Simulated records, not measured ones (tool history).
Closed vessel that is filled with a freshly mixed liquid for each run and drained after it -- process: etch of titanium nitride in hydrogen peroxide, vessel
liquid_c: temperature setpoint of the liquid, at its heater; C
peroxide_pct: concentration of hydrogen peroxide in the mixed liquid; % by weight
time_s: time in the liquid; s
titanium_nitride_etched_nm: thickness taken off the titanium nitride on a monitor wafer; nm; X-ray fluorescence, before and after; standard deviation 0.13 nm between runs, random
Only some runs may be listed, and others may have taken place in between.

run,day,liquid_c,peroxide_pct,time_s,titanium_nitride_etched_nm
1,0,45,18,3065,82.805
2,0.25,45,16,3065,81.076
3,0.662,51,16,3065,124.13
4,0.983,51,18.5,3065,128.22
5,1.338,46,18.5,3065,89.791
6,1.675,46,21,3065,91.514
7,1.838,46,21,3065,91.886

Run 8 is up next; what results do you expect?
8,2.092,46,21,3065,?

Logged for run 8: titanium_nitride_etched_nm 92.01 nm.

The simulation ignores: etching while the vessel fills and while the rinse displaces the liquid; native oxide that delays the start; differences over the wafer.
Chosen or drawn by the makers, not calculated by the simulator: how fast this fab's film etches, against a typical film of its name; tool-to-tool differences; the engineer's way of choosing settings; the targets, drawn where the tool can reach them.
